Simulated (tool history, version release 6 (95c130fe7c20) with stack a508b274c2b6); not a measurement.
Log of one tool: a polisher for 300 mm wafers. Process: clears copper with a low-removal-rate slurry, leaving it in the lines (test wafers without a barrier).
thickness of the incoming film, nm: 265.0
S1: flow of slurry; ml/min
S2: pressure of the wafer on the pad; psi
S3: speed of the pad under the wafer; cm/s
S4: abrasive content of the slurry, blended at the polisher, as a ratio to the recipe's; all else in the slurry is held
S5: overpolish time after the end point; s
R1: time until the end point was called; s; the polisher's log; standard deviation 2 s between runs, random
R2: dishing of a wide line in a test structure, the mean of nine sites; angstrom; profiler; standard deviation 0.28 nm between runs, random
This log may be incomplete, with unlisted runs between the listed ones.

run 1 hour=0 | S1=265 S2=2 S3=116 S4=1 S5=17 | R1=94.317 R2=299.35
run 2 hour=4.3 | S1=265 S2=1.9 S3=116 S4=1 S5=15 | R1=95.169 R2=258.95
run 3 hour=12.4 | S1=265 S2=1.8 S3=116 S4=1 S5=14 | R1=103.23 R2=244.34
run 4 hour=17.7 | S1=265 S2=1.8 S3=116 S4=1 S5=13 | R1=104.05 R2=228.09
run 5 hour=19.8 | S1=265 S2=1.8 S3=116 S4=1 S5=12 | R1=104.52 R2=208.66
run 6 hour=22.9 | S1=265 S2=2 S3=116 S4=1 S5=12 | R1=92.224 R2=233.21

What will run 7 give?
run 7 hour=29.7 | S1=265 S2=1.9 S3=116 S4=1 S5=12 | R1=? R2=?

Run 7 gave R1 100.27 s, R2 228.19 angstrom.
